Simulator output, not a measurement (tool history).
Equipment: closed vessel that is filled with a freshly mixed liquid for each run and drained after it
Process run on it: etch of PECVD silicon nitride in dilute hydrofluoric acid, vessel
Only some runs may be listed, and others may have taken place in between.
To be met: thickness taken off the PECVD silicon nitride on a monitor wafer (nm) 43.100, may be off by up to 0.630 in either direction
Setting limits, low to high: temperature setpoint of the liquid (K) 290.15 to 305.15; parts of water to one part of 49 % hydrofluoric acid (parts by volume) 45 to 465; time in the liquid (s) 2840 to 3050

| run | hour | temperature setpoint of the liquid (K) | parts of water to one part of 49 % hydrofluoric acid (parts by volume) | time in the liquid (s) | thickness taken off the PECVD silicon nitride on a monitor wafer (nm) |
|---|---|---|---|---|---|
| 1 | 0.0 | 297.15 | 255 | 2840 | 70.209 |
| 2 | 4.3 | 295.65 | 260 | 2840 | 62.637 |
| 3 | 7.7 | 294.65 | 260 | 2840 | 58.210 |
| 4 | 10.0 | 294.65 | 220 | 2840 | 69.208 |
| 5 | 17.4 | 294.65 | 305 | 2840 | 50.397 |
| 6 | 21.1 | 294.65 | 230 | 2840 | 66.384 |
| 7 | 30.0 | 293.65 | 240 | 2840 | 59.313 |
| 8 | 35.0 | 293.15 | 245 | 2840 | 56.444 |
| 9 | 43.6 | 292.65 | 250 | 2840 | 53.393 |

Of the 4 settings listed for the next run, only one would bring every result within its allowed miss of target. Which one?
| A | 52.2 | 293.65 | 335 | 2960 | ? |
| B | 52.2 | 292.65 | 305 | 2850 | ? |
| C | 52.2 | 292.15 | 310 | 2915 | ? |
| D | 52.2 | 290.15 | 260 | 2895 | ? |

| move | thickness taken off the PECVD silicon nitride on a monitor wafer (nm) |
|---|---|
| A | 44.637 |
| B | 44.175 |
| C | 43.084 |
| D | 44.443 |
A: moves toward the targets from the last run without getting all of them in spec
B: moves toward the targets from the last run without getting all of them in spec
C: every result lands within tolerance
D: moves toward the targets from the last run without getting all of them in spec
Go with C: it meets all targets.
